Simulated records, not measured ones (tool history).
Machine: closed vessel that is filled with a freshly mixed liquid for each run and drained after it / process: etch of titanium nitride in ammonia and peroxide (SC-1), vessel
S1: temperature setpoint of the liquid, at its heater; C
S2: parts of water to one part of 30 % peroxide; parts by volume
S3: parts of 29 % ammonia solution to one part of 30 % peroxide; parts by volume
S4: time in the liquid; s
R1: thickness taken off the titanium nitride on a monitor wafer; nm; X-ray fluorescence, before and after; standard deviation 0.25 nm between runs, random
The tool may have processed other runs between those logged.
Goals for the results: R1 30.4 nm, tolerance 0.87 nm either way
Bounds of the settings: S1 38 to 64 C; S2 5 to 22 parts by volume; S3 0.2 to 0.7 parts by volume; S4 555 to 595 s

run 1 day=0 | S1=48 S2=12.5 S3=0.4 S4=555 | R1=19.634
run 2 day=0.171 | S1=48 S2=16.5 S3=0.4 S4=555 | R1=16.597
run 3 day=0.25 | S1=50.5 S2=16.5 S3=0.4 S4=555 | R1=19.924
run 4 day=0.375 | S1=52.5 S2=16.5 S3=0.4 S4=555 | R1=22.954
run 5 day=0.567 | S1=54 S2=16.5 S3=0.4 S4=555 | R1=25.444
run 6 day=0.854 | S1=48 S2=16.5 S3=0.4 S4=555 | R1=16.888
run 7 day=1.225 | S1=51 S2=16.5 S3=0.4 S4=555 | R1=20.625
run 8 day=1.442 | S1=58 S2=16.5 S3=0.4 S4=555 | R1=32.694
run 9 day=1.575 | S1=57.5 S2=16.5 S3=0.4 S4=555 | R1=32.035

4 next moves are on the table. One of them brings every result within its allowed miss. Which?
run A day=1.708 | S1=56.5 S2=17.5 S3=0.4 S4=555 | R1=?
run B day=1.708 | S1=58.5 S2=19 S3=0.45 S4=595 | R1=?
run C day=1.708 | S1=54 S2=15 S3=0.55 S4=595 | R1=?
run D day=1.708 | S1=60.5 S2=18 S3=0.2 S4=555 | R1=?

move=A R1=29.074
move=B R1=34.77
move=C R1=30.369
move=D R1=32.685
A: carries the result that was furthest off beyond its target, to the other side
B: further off than the last run
C: meets every target
D: further off than the last run
Answer: C
